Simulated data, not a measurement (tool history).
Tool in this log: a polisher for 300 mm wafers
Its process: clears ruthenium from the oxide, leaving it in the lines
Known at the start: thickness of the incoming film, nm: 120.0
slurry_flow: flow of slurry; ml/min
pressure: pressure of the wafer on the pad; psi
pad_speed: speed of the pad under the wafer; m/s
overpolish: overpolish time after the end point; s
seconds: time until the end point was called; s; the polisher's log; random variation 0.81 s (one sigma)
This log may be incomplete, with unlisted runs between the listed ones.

Run 1, hour 0.0: slurry_flow 270 ml/min, pressure 2.7 psi, pad_speed 1.04 m/s, overpolish 28 s. Result: seconds 86.463 s.
Run 2, hour 4.0: slurry_flow 270 ml/min, pressure 2.7 psi, pad_speed 1.04 m/s, overpolish 28 s. Result: seconds 86.533 s.
Run 3, hour 11.1: slurry_flow 270 ml/min, pressure 2.7 psi, pad_speed 1.04 m/s, overpolish 28 s. Result: seconds 85.681 s.
Run 4, hour 13.3: slurry_flow 270 ml/min, pressure 2.9 psi, pad_speed 1.04 m/s, overpolish 28 s. Result: seconds 77.185 s.
Run 5, hour 15.6: slurry_flow 270 ml/min, pressure 2.9 psi, pad_speed 1.04 m/s, overpolish 28 s. Result: seconds 79.473 s.
Run 6, hour 20.6: slurry_flow 270 ml/min, pressure 2.9 psi, pad_speed 0.94 m/s, overpolish 28 s. Result: seconds 86.129 s.
Run 7, hour 28.2: slurry_flow 270 ml/min, pressure 3.1 psi, pad_speed 0.94 m/s, overpolish 28 s. Result: seconds 80.536 s.
Run 8, hour 35.0: slurry_flow 270 ml/min, pressure 3.3 psi, pad_speed 0.94 m/s, overpolish 28 s. Result: seconds 76.733 s.

Predict the results of run 9:
Run 9, hour 41.1: slurry_flow 270 ml/min, pressure 3.5 psi, pad_speed 0.94 m/s, overpolish 28 s. Result: seconds ?.

seconds: 72.567 s
